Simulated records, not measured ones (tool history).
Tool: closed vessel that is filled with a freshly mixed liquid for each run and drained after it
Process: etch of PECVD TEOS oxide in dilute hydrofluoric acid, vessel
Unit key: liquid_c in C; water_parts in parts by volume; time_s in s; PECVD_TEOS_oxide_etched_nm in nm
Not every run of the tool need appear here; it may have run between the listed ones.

run 1 hour=0 | liquid_c=22 water_parts=285 time_s=775 | PECVD_TEOS_oxide_etched_nm=40.768
run 2 hour=5.2 | liquid_c=22 water_parts=325 time_s=775 | PECVD_TEOS_oxide_etched_nm=34.33
run 3 hour=10.6 | liquid_c=23.5 water_parts=320 time_s=775 | PECVD_TEOS_oxide_etched_nm=36.908
run 4 hour=17.4 | liquid_c=23.5 water_parts=355 time_s=775 | PECVD_TEOS_oxide_etched_nm=32.347
run 5 hour=20.4 | liquid_c=27 water_parts=355 time_s=775 | PECVD_TEOS_oxide_etched_nm=36.274
run 6 hour=23.4 | liquid_c=27 water_parts=355 time_s=775 | PECVD_TEOS_oxide_etched_nm=36.218
run 7 hour=32.8 | liquid_c=27.5 water_parts=345 time_s=775 | PECVD_TEOS_oxide_etched_nm=38.593
run 8 hour=34.6 | liquid_c=28 water_parts=335 time_s=775 | PECVD_TEOS_oxide_etched_nm=40.381
run 9 hour=41.3 | liquid_c=28.5 water_parts=330 time_s=775 | PECVD_TEOS_oxide_etched_nm=41.981

Estimate the outcome of run 10 from the log above:
run 10 hour=45.8 | liquid_c=29 water_parts=325 time_s=775 | PECVD_TEOS_oxide_etched_nm=?

{"run 10": {"PECVD_TEOS_oxide_etched_nm": 43.142}}

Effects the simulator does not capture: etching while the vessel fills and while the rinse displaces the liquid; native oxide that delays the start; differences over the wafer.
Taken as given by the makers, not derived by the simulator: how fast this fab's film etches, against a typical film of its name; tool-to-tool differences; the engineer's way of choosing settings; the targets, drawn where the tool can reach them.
